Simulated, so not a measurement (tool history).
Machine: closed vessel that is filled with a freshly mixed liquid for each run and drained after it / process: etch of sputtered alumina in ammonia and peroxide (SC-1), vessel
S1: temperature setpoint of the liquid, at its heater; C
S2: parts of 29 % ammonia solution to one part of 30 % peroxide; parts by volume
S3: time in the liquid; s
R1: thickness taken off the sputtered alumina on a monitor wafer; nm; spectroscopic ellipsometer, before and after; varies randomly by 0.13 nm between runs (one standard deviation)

run,hour,S1,S2,S3,R1
1,0.0,54.0,0.5,435,23.565
2,0.6,57.5,0.5,435,28.782
3,2.3,57.5,0.5,435,28.783
4,4.1,55.5,0.5,435,25.608
5,10.1,54.0,0.5,435,23.838
6,14.2,58.5,0.5,435,30.128
7,17.9,56.0,0.5,435,26.486

Run 8 comes next. What will it give?
8,21.6,54.5,0.5,435,?

{"run 8": {"R1": 24.767}}
